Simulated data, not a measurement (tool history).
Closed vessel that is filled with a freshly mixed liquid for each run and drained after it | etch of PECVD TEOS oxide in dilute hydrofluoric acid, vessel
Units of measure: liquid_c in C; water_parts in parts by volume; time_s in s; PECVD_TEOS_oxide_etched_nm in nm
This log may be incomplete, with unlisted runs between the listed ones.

Run 1, hour 0: liquid_c 20 C, water_parts 45 parts by volume, time_s 70 s. Result: PECVD_TEOS_oxide_etched_nm 12.288 nm.
Run 2, hour 4.3: liquid_c 20 C, water_parts 45 parts by volume, time_s 55 s. Result: PECVD_TEOS_oxide_etched_nm 9.3786 nm.
Run 3, hour 12: liquid_c 19 C, water_parts 45 parts by volume, time_s 55 s. Result: PECVD_TEOS_oxide_etched_nm 9.0973 nm.
Run 4, hour 21: liquid_c 18.5 C, water_parts 45 parts by volume, time_s 55 s. Result: PECVD_TEOS_oxide_etched_nm 9.0953 nm.
Run 5, hour 30.2: liquid_c 18 C, water_parts 45 parts by volume, time_s 55 s. Result: PECVD_TEOS_oxide_etched_nm 8.846 nm.
Run 6, hour 34.1: liquid_c 18 C, water_parts 35 parts by volume, time_s 55 s. Result: PECVD_TEOS_oxide_etched_nm 11.644 nm.

Expected results for the next run?
Run 7, hour 35.5: liquid_c 17.5 C, water_parts 40 parts by volume, time_s 55 s. Result: PECVD_TEOS_oxide_etched_nm ?.

{"run 7": {"PECVD_TEOS_oxide_etched_nm": 9.5429}}

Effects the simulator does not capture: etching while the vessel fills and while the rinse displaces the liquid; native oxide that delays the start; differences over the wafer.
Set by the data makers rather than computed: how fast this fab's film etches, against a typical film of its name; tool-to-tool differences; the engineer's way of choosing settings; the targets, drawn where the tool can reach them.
